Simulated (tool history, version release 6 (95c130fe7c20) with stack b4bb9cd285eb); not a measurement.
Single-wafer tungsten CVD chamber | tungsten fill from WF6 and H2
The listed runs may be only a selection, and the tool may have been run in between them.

| run | day | heater temperature setpoint (°C) | chamber pressure (mTorr) | deposition time (s) | mean film thickness on the monitor wafer (Å) |
|---|---|---|---|---|---|
| 1 | 0 | 390 | 29500 | 9.4 | 225.15 |
| 2 | 0.225 | 393 | 29600 | 9.4 | 239.53 |
| 3 | 0.258 | 397 | 29600 | 9.4 | 260.23 |
| 4 | 0.629 | 397 | 29600 | 8.9 | 246.09 |
| 5 | 0.825 | 399 | 29700 | 8.9 | 258.64 |
| 6 | 1.054 | 401 | 29800 | 8.9 | 268.45 |
| 7 | 1.429 | 402 | 29900 | 8.9 | 274.44 |
| 8 | 1.496 | 403 | 30000 | 8.9 | 278.5 |

What will run 9 give?
| 9 | 1.646 | 404 | 30100 | 8.9 | ? |

{"run 9": {"mean film thickness on the monitor wafer (Å)": 285.59}}
